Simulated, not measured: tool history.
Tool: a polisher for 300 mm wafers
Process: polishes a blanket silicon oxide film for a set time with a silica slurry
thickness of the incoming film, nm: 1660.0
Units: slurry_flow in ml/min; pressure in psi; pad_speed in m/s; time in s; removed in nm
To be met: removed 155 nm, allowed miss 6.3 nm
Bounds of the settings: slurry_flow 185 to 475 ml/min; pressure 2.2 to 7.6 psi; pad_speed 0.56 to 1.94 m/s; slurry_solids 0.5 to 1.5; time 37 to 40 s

{"run": 1, "day": 0.0, "slurry_flow": 305, "pressure": 4.9, "pad_speed": 1.24, "slurry_solids": 1, "time": 40, "removed": 171.1}
{"run": 2, "day": 0.212, "slurry_flow": 265, "pressure": 4.9, "pad_speed": 1.24, "slurry_solids": 1, "time": 40, "removed": 168.49}
{"run": 3, "day": 0.362, "slurry_flow": 265, "pressure": 4.8, "pad_speed": 1.24, "slurry_solids": 1, "time": 40, "removed": 165.69}
{"run": 4, "day": 0.567, "slurry_flow": 295, "pressure": 4.8, "pad_speed": 1.24, "slurry_solids": 1, "time": 40, "removed": 166.86}
{"day": 0.758, "done": "slurry blender recalibrated"}
{"run": 5, "day": 0.758, "slurry_flow": 295, "pressure": 4.7, "pad_speed": 1.24, "slurry_solids": 1, "time": 40, "removed": 175.94}
{"run": 6, "day": 1.121, "slurry_flow": 295, "pressure": 4.7, "pad_speed": 1.4, "slurry_solids": 1, "time": 40, "removed": 196.33}
{"run": 7, "day": 1.288, "slurry_flow": 290, "pressure": 4.5, "pad_speed": 1.4, "slurry_solids": 1, "time": 40, "removed": 188.59}
{"run": 8, "day": 1.396, "slurry_flow": 285, "pressure": 4.3, "pad_speed": 1.4, "slurry_solids": 1, "time": 40, "removed": 181.77}
{"run": 9, "day": 1.654, "slurry_flow": 280, "pressure": 4.1, "pad_speed": 1.4, "slurry_solids": 1, "time": 40, "removed": 171.55}
{"run": 10, "day": 1.817, "slurry_flow": 275, "pressure": 4, "pad_speed": 1.4, "slurry_solids": 1, "time": 40, "removed": 164.45}

5 next moves are on the table. One of them brings every result within its allowed miss. Which?
{"run": "A", "day": 1.979, "slurry_flow": 265, "pressure": 4.5, "pad_speed": 1.16, "slurry_solids": 0.9, "time": 40, "removed": "?"}
{"run": "B", "day": 1.979, "slurry_flow": 260, "pressure": 4.8, "pad_speed": 1.3, "slurry_solids": 0.95, "time": 40, "removed": "?"}
{"run": "C", "day": 1.979, "slurry_flow": 360, "pressure": 4.2, "pad_speed": 1.46, "slurry_solids": 1.05, "time": 38, "removed": "?"}
{"run": "D", "day": 1.979, "slurry_flow": 250, "pressure": 3.8, "pad_speed": 1.6, "slurry_solids": 0.95, "time": 40, "removed": "?"}
{"run": "E", "day": 1.979, "slurry_flow": 215, "pressure": 3.5, "pad_speed": 1.68, "slurry_solids": 1.1, "time": 39, "removed": "?"}

move=A removed=151.62
move=B removed=180.85
move=C removed=180.1
move=D removed=170.88
move=E removed=168.46
A: meets every target
B: further off than the last run
C: further off than the last run
D: further off than the last run
E: further off than the last run
The right move is A.

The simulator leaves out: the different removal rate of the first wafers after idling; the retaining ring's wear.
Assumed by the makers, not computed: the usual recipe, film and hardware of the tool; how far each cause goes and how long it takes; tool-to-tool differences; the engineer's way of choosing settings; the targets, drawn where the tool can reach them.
